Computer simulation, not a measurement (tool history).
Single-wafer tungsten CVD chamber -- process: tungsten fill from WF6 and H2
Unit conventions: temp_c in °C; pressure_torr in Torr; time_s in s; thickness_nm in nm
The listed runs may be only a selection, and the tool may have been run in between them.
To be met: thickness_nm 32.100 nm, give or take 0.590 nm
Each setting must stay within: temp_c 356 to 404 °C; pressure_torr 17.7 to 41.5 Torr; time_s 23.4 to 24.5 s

{"run": 1, "day": 0.0, "temp_c": 380, "pressure_torr": 29.6, "time_s": 24.5, "thickness_nm": 47.297}
{"run": 2, "day": 0.183, "temp_c": 380, "pressure_torr": 25.2, "time_s": 24.5, "thickness_nm": 43.017}
{"run": 3, "day": 0.292, "temp_c": 380, "pressure_torr": 25.2, "time_s": 23.4, "thickness_nm": 41.298}
{"run": 4, "day": 0.646, "temp_c": 380, "pressure_torr": 29.3, "time_s": 23.4, "thickness_nm": 44.686}
{"run": 5, "day": 0.962, "temp_c": 380, "pressure_torr": 29.3, "time_s": 24.5, "thickness_nm": 46.711}
{"run": 6, "day": 1.338, "temp_c": 374, "pressure_torr": 29.2, "time_s": 24.5, "thickness_nm": 40.854}
{"run": 7, "day": 1.625, "temp_c": 362, "pressure_torr": 28.9, "time_s": 24.5, "thickness_nm": 30.104}
{"run": 8, "day": 1.888, "temp_c": 363, "pressure_torr": 28.9, "time_s": 24.5, "thickness_nm": 30.875}

Which single option among these 5 for the next run brings every result within its allowed miss of target? Just one does.
{"run": "A", "day": 2.15, "temp_c": 365, "pressure_torr": 29.9, "time_s": 23.9, "thickness_nm": "?"}
{"run": "B", "day": 2.15, "temp_c": 365, "pressure_torr": 26.7, "time_s": 23.7, "thickness_nm": "?"}
{"run": "C", "day": 2.15, "temp_c": 369, "pressure_torr": 25.4, "time_s": 24.5, "thickness_nm": "?"}
{"run": "D", "day": 2.15, "temp_c": 362, "pressure_torr": 30.3, "time_s": 24.5, "thickness_nm": "?"}
{"run": "E", "day": 2.15, "temp_c": 363, "pressure_torr": 29.4, "time_s": 24.5, "thickness_nm": "?"}

move=A thickness_nm=32.396
move=B thickness_nm=30.195
move=C thickness_nm=33.517
move=D thickness_nm=31.037
move=E thickness_nm=31.309
A: in spec on every target
B: further off than the last run
C: carries the result that was furthest off beyond its target, to the other side
D: closes in on the targets versus the last run, not all within tolerance yet
E: closes in on the targets versus the last run, not all within tolerance yet
The right move is A.

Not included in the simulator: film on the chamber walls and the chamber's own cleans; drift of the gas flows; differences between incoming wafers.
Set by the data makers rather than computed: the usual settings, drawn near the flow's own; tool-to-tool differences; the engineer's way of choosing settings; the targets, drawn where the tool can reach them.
